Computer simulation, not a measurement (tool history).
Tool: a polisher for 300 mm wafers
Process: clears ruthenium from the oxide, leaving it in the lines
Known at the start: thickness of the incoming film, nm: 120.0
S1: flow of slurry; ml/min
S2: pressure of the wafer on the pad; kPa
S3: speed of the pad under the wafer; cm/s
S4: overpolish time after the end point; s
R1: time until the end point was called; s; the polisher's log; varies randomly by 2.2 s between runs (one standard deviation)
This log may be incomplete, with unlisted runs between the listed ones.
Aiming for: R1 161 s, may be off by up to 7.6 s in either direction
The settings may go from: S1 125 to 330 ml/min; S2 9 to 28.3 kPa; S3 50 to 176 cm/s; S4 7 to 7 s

{"run": 1, "hour": 0.0, "S1": 210, "S2": 18.6, "S3": 112, "S4": 7, "R1": 64.986}
{"run": 2, "hour": 4.8, "S1": 235, "S2": 18.6, "S3": 112, "S4": 7, "R1": 66.671}
{"run": 3, "hour": 8.6, "S1": 235, "S2": 17.2, "S3": 106, "S4": 7, "R1": 71.704}
{"run": 4, "hour": 14.5, "S1": 235, "S2": 17.2, "S3": 88, "S4": 7, "R1": 83.972}
{"run": 5, "hour": 23.4, "S1": 235, "S2": 15.9, "S3": 82, "S4": 7, "R1": 97.274}
{"run": 6, "hour": 26.9, "S1": 235, "S2": 14.5, "S3": 80, "S4": 7, "R1": 107.46}
{"run": 7, "hour": 35.0, "S1": 235, "S2": 13.8, "S3": 78, "S4": 7, "R1": 113.96}
{"run": 8, "hour": 40.7, "S1": 230, "S2": 9, "S3": 68, "S4": 7, "R1": 195.08}
{"run": 9, "hour": 43.3, "S1": 235, "S2": 9, "S3": 68, "S4": 7, "R1": 190.63}
{"run": 10, "hour": 48.3, "S1": 240, "S2": 9, "S3": 68, "S4": 7, "R1": 190.74}
{"run": 11, "hour": 52.1, "S1": 240, "S2": 12.4, "S3": 70, "S4": 7, "R1": 138.7}
{"run": 12, "hour": 56.0, "S1": 235, "S2": 12.4, "S3": 70, "S4": 7, "R1": 139.99}
{"run": 13, "hour": 56.8, "S1": 230, "S2": 12.4, "S3": 70, "S4": 7, "R1": 138.38}
{"run": 14, "hour": 64.2, "S1": 230, "S2": 11.7, "S3": 70, "S4": 7, "R1": 148.1}

5 next moves are on the table. One of them brings every result within its allowed miss. Which?
{"run": "A", "hour": 71.6, "S1": 245, "S2": 10.3, "S3": 86, "S4": 7, "R1": "?"}
{"run": "B", "hour": 71.6, "S1": 170, "S2": 11, "S3": 70, "S4": 7, "R1": "?"}
{"run": "C", "hour": 71.6, "S1": 210, "S2": 9.7, "S3": 64, "S4": 7, "R1": "?"}
{"run": "D", "hour": 71.6, "S1": 230, "S2": 12.4, "S3": 50, "S4": 7, "R1": "?"}
{"run": "E", "hour": 71.6, "S1": 195, "S2": 12.4, "S3": 68, "S4": 7, "R1": "?"}

move=A R1=140.87
move=B R1=162.06
move=C R1=191.82
move=D R1=178.65
move=E R1=145.6
A: lands further from the targets than the last run did
B: all results land within tolerance of their targets
C: moves the result that the last run missed by most past its target, out the other side
D: moves the result that the last run missed by most past its target, out the other side
E: lands further from the targets than the last run did
B meets every target.
